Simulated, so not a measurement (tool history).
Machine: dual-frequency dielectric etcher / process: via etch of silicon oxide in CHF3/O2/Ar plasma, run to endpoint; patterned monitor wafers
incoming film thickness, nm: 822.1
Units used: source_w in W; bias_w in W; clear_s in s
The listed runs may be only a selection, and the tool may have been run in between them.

| run | hour | source_w | bias_w | clear_s |
|---|---|---|---|---|
| 1 | 0 | 890 | 213 | 341.9 |
| 2 | 2.8 | 810 | 206 | 362.51 |
| 3 | 7.3 | 700 | 206 | 390.13 |
| 4 | 12.4 | 700 | 235 | 376.58 |
| 5 | 14.9 | 700 | 253 | 364.1 |
| 6 | 16.4 | 800 | 253 | 337.77 |

Run 7, settings as shown, results not yet in. Your forecast:
| 7 | 17.2 | 740 | 250 | ? |

{"run 7": {"clear_s": 357.14}}
